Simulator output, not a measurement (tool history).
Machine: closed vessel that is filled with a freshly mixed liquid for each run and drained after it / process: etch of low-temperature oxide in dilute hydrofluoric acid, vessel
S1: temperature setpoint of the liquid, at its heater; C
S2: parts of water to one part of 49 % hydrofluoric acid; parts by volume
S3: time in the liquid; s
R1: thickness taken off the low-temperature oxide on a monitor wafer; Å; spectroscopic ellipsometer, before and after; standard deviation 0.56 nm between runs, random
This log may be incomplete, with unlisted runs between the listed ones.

run    day    S1   S2   S3      R1
  1      0    24  100  285  542.62
  2  0.046    25   90  285   632.9
  3  0.433    26   85  285  705.01
  4  0.525    26   85  305  757.31
  5  0.867    27   80  305  841.83
  6  1.067    27   80  285  780.57
  7  1.267  27.5   75  285   857.2
  8  1.646  31.5   50  285  1562.4
  9   1.95    31   50  285  1527.5
 10  2.021    31   50  285  1520.3
 11  2.112  30.5   50  285  1507.9
 12  2.179    30   50  285  1463.8
 13  2.525    30   50  285  1472.5

Run 14, settings as shown, results not yet in. Your forecast:
 14  2.758  30  50  285   ?

{"run 14": {"R1": 1469.7}}
